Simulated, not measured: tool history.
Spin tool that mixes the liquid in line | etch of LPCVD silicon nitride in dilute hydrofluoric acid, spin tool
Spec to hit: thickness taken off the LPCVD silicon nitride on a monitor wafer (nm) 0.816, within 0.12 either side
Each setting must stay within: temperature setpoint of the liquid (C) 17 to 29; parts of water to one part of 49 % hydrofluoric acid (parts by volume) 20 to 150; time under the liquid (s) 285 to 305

run,hour,temperature setpoint of the liquid (C),parts of water to one part of 49 % hydrofluoric acid (parts by volume),time under the liquid (s),thickness taken off the LPCVD silicon nitride on a monitor wafer (nm)
1,0,21,85,285,1.5186
2,5.3,19,85,285,1.3183
3,10.2,19,85,285,1.2968
4,11.8,18.5,90,285,1.2102
5,16.2,17,90,285,1.1505
6,19.3,17,90,285,1.1666
7,22.5,17,95,285,1.02
8,24.4,17,105,285,0.94459

Pick the move, out of 4, that brings all results within their allowed miss; only one does.
A,26.3,17.5,105,300,?
B,26.3,19.5,90,290,?
C,26.3,18.5,90,285,?
D,26.3,17,115,285,?

move,thickness taken off the LPCVD silicon nitride on a monitor wafer (nm)
A,0.98369
B,1.2681
C,1.1632
D,0.82655
A: misses by more than the last run did
B: misses by more than the last run did
C: misses by more than the last run did
D: every result within its allowed miss
Move D is the one to make.
